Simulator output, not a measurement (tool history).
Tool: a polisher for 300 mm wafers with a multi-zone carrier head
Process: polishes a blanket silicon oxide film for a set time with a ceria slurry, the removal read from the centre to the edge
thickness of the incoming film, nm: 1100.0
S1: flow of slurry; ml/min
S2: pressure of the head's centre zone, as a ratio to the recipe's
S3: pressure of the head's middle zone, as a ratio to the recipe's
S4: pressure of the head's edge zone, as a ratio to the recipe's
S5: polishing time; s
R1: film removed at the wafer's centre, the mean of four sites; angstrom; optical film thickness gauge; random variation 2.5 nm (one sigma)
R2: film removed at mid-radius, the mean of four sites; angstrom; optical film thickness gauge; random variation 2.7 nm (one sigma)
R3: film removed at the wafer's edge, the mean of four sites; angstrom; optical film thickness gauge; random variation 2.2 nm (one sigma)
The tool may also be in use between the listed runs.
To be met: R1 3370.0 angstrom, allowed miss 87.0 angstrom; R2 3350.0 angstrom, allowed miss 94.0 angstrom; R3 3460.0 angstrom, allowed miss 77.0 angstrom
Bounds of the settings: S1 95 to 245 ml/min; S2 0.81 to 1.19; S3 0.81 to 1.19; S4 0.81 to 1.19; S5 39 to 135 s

{"run": 1, "hour": 0.0, "S1": 155, "S2": 1.0, "S3": 1.0, "S4": 1.0, "S5": 87, "R1": 3367.9, "R2": 2992.7, "R3": 2969.9}
{"run": 2, "hour": 7.4, "S1": 155, "S2": 1.0, "S3": 1.06, "S4": 1.0, "S5": 87, "R1": 3371.0, "R2": 3155.9, "R3": 2967.4}
{"run": 3, "hour": 12.1, "S1": 155, "S2": 1.0, "S3": 1.06, "S4": 1.05, "S5": 87, "R1": 3323.6, "R2": 3219.4, "R3": 2991.9}
{"run": 4, "hour": 13.2, "S1": 165, "S2": 0.98, "S3": 1.02, "S4": 1.08, "S5": 89, "R1": 3406.4, "R2": 3237.8, "R3": 3160.9}
{"hour": 16.4, "done": "centre zone pressure recalibrated"}
{"run": 5, "hour": 16.4, "S1": 165, "S2": 0.98, "S3": 1.02, "S4": 1.08, "S5": 109, "R1": 3717.6, "R2": 3853.5, "R3": 3885.9}
{"run": 6, "hour": 22.2, "S1": 150, "S2": 0.97, "S3": 1.01, "S4": 1.05, "S5": 108, "R1": 3575.1, "R2": 3789.1, "R3": 3735.3}
{"run": 7, "hour": 24.0, "S1": 140, "S2": 0.98, "S3": 0.99, "S4": 1.04, "S5": 107, "R1": 3520.8, "R2": 3634.1, "R3": 3594.5}
{"run": 8, "hour": 31.3, "S1": 135, "S2": 0.98, "S3": 0.97, "S4": 1.04, "S5": 107, "R1": 3479.5, "R2": 3521.5, "R3": 3627.1}

Which of these 5 next moves meets every target?
{"run": "A", "hour": 38.6, "S1": 145, "S2": 1.04, "S3": 0.94, "S4": 1.03, "S5": 100, "R1": "?", "R2": "?", "R3": "?"}
{"run": "B", "hour": 38.6, "S1": 140, "S2": 0.96, "S3": 0.92, "S4": 0.97, "S5": 105, "R1": "?", "R2": "?", "R3": "?"}
{"run": "C", "hour": 38.6, "S1": 155, "S2": 0.95, "S3": 0.96, "S4": 1.0, "S5": 107, "R1": "?", "R2": "?", "R3": "?"}
{"run": "D", "hour": 38.6, "S1": 105, "S2": 0.97, "S3": 0.86, "S4": 1.06, "S5": 113, "R1": "?", "R2": "?", "R3": "?"}
{"run": "E", "hour": 38.6, "S1": 125, "S2": 0.96, "S3": 1.05, "S4": 1.04, "S5": 108, "R1": "?", "R2": "?", "R3": "?"}

move=A R1=3533.6 R2=3259.9 R3=3374.8
move=B R1=3392.1 R2=3337.6 R3=3424.2
move=C R1=3506.8 R2=3601.9 R3=3594.3
move=D R1=3372.5 R2=3141.9 R3=3648.7
move=E R1=3384.4 R2=3732.6 R3=3566.9
A: takes the result that was furthest off past its target
B: meets every target
C: further off than the last run
D: further off than the last run
E: further off than the last run
The right move is B.

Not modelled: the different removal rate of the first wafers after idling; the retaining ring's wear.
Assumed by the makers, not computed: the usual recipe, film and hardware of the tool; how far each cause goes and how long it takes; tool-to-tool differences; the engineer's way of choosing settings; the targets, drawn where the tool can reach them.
